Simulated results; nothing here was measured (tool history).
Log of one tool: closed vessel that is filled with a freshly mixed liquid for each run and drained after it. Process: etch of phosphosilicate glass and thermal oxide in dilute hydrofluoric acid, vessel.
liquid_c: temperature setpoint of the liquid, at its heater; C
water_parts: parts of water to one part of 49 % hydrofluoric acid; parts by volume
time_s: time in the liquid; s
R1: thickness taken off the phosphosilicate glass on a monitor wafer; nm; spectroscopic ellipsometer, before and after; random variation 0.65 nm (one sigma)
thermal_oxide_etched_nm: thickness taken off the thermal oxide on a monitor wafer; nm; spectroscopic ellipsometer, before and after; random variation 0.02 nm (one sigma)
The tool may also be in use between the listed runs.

run 1 hour=0.0 | liquid_c=20.0 water_parts=120 time_s=60 | R1=87.939 thermal_oxide_etched_nm=2.0220
run 2 hour=7.1 | liquid_c=20.0 water_parts=120 time_s=70 | R1=101.180 thermal_oxide_etched_nm=2.3382
run 3 hour=12.8 | liquid_c=21.0 water_parts=120 time_s=70 | R1=106.800 thermal_oxide_etched_nm=2.4208
run 4 hour=21.5 | liquid_c=20.5 water_parts=130 time_s=70 | R1=95.852 thermal_oxide_etched_nm=2.1798
run 5 hour=28.2 | liquid_c=20.5 water_parts=130 time_s=85 | R1=115.970 thermal_oxide_etched_nm=2.6130
run 6 hour=31.2 | liquid_c=20.0 water_parts=140 time_s=85 | R1=104.470 thermal_oxide_etched_nm=2.3974
run 7 hour=35.3 | liquid_c=19.5 water_parts=150 time_s=85 | R1=95.215 thermal_oxide_etched_nm=2.1372
run 8 hour=40.9 | liquid_c=19.0 water_parts=155 time_s=85 | R1=88.449 thermal_oxide_etched_nm=2.0359
run 9 hour=44.8 | liquid_c=19.0 water_parts=160 time_s=85 | R1=85.995 thermal_oxide_etched_nm=1.9580
run 10 hour=53.3 | liquid_c=18.5 water_parts=165 time_s=85 | R1=80.921 thermal_oxide_etched_nm=1.8709
run 11 hour=61.0 | liquid_c=18.5 water_parts=170 time_s=85 | R1=77.214 thermal_oxide_etched_nm=1.8303
run 12 hour=64.2 | liquid_c=18.5 water_parts=175 time_s=85 | R1=76.820 thermal_oxide_etched_nm=1.7688
run 13 hour=67.6 | liquid_c=18.5 water_parts=180 time_s=85 | R1=73.770 thermal_oxide_etched_nm=1.6589
run 14 hour=73.3 | liquid_c=18.0 water_parts=180 time_s=85 | R1=72.446 thermal_oxide_etched_nm=1.6542

Forecast run 15:
run 15 hour=75.7 | liquid_c=17.5 water_parts=185 time_s=85 | R1=? thermal_oxide_etched_nm=?

Run 15 gave R1 69.640 nm, thermal_oxide_etched_nm 1.5746 nm.
